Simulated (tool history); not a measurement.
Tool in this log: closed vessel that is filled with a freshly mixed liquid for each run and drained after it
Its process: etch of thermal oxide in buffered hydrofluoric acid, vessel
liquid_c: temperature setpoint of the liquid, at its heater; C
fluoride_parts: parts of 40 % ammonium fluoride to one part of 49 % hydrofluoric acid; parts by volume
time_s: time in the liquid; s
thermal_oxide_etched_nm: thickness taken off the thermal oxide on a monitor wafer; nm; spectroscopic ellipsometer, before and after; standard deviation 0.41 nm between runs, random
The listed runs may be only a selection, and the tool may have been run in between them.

run	day	liquid_c	fluoride_parts	time_s	thermal_oxide_etched_nm
1	0.000	25.0	18.0	90	59.339
2	0.371	25.0	22.5	90	49.434
3	0.508	24.0	22.5	90	47.244
4	0.596	23.0	22.5	90	44.379
5	0.742	24.0	22.0	90	47.473
6	0.946	24.0	22.0	100	53.189
7	1.288	25.0	21.5	100	57.119

Expected results for the next run?
8	1.442	25.5	21.0	100	?

Run 8 gave thermal_oxide_etched_nm 59.796 nm.
